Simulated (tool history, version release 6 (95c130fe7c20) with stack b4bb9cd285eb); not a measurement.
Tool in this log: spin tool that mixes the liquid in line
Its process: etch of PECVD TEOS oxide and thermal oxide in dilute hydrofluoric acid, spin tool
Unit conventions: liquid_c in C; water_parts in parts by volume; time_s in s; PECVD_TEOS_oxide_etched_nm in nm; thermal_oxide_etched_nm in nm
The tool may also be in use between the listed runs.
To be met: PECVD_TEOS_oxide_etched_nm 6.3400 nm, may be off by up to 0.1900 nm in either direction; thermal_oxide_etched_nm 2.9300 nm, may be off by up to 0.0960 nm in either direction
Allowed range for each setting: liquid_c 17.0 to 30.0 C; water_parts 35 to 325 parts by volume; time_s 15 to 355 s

Run 1, hour 0.0: liquid_c 22.0 C, water_parts 180 parts by volume, time_s 180 s. Result: PECVD_TEOS_oxide_etched_nm 8.1665 nm, thermal_oxide_etched_nm 3.7067 nm.
Run 2, hour 6.9: liquid_c 25.0 C, water_parts 180 parts by volume, time_s 180 s. Result: PECVD_TEOS_oxide_etched_nm 8.9492 nm, thermal_oxide_etched_nm 4.1439 nm.
Run 3, hour 14.7: liquid_c 25.0 C, water_parts 180 parts by volume, time_s 255 s. Result: PECVD_TEOS_oxide_etched_nm 12.6140 nm, thermal_oxide_etched_nm 5.9152 nm.
Run 4, hour 18.4: liquid_c 25.0 C, water_parts 180 parts by volume, time_s 305 s. Result: PECVD_TEOS_oxide_etched_nm 15.3180 nm, thermal_oxide_etched_nm 7.0707 nm.
Run 5, hour 25.9: liquid_c 25.0 C, water_parts 215 parts by volume, time_s 305 s. Result: PECVD_TEOS_oxide_etched_nm 12.2350 nm, thermal_oxide_etched_nm 5.7305 nm.
Run 6, hour 30.2: liquid_c 24.5 C, water_parts 220 parts by volume, time_s 305 s. Result: PECVD_TEOS_oxide_etched_nm 11.7640 nm, thermal_oxide_etched_nm 5.3474 nm.
Run 7, hour 32.3: liquid_c 24.5 C, water_parts 230 parts by volume, time_s 305 s. Result: PECVD_TEOS_oxide_etched_nm 11.0390 nm, thermal_oxide_etched_nm 5.1740 nm.
Run 8, hour 39.3: liquid_c 24.0 C, water_parts 235 parts by volume, time_s 305 s. Result: PECVD_TEOS_oxide_etched_nm 10.6440 nm, thermal_oxide_etched_nm 4.9290 nm.
Run 9, hour 39.9: liquid_c 23.5 C, water_parts 240 parts by volume, time_s 305 s. Result: PECVD_TEOS_oxide_etched_nm 10.0790 nm, thermal_oxide_etched_nm 4.7296 nm.
Run 10, hour 46.2: liquid_c 23.0 C, water_parts 245 parts by volume, time_s 305 s. Result: PECVD_TEOS_oxide_etched_nm 9.8051 nm, thermal_oxide_etched_nm 4.5370 nm.
Run 11, hour 54.4: liquid_c 19.0 C, water_parts 295 parts by volume, time_s 305 s. Result: PECVD_TEOS_oxide_etched_nm 6.6052 nm, thermal_oxide_etched_nm 3.1080 nm.

Of the 4 settings listed for the next run, only one would bring every result within its allowed miss of target. Which one?
Run A, hour 62.6: liquid_c 18.0 C, water_parts 280 parts by volume, time_s 320 s. Result: PECVD_TEOS_oxide_etched_nm ?, thermal_oxide_etched_nm ?.
Run B, hour 62.6: liquid_c 21.5 C, water_parts 310 parts by volume, time_s 285 s. Result: PECVD_TEOS_oxide_etched_nm ?, thermal_oxide_etched_nm ?.
Run C, hour 62.6: liquid_c 19.0 C, water_parts 325 parts by volume, time_s 355 s. Result: PECVD_TEOS_oxide_etched_nm ?, thermal_oxide_etched_nm ?.
Run D, hour 62.6: liquid_c 24.5 C, water_parts 290 parts by volume, time_s 255 s. Result: PECVD_TEOS_oxide_etched_nm ?, thermal_oxide_etched_nm ?.

move  PECVD_TEOS_oxide_etched_nm  thermal_oxide_etched_nm
   A                      7.2206                   3.3579
   B                      6.4308                   2.9906
   C                      6.8899                   3.2041
   D                      6.9667                   3.2398
A: further off than the last run
B: each result inside its tolerance
C: further off than the last run
D: further off than the last run
The move that meets every target is B.
